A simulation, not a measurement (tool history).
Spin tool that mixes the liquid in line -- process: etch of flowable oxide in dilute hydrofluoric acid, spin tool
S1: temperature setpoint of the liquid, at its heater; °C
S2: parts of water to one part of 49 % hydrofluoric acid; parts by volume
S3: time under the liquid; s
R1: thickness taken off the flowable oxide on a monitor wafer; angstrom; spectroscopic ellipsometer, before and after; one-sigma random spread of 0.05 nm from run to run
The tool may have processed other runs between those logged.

run	hour	S1	S2	S3	R1
1	0	22	270	105	108.73
2	5.2	20.5	295	105	93.56
3	8.1	20.5	340	105	76.14
4	10.5	22.5	340	105	82.533
5	15.7	21	350	105	75.283
6	24.1	20	355	105	71.424
7	26	19.5	360	105	67.32

Run 8, settings as shown, results not yet in. Your forecast:
8	29.2	17	360	105	?

{"run 8": {"R1": 63.399}}

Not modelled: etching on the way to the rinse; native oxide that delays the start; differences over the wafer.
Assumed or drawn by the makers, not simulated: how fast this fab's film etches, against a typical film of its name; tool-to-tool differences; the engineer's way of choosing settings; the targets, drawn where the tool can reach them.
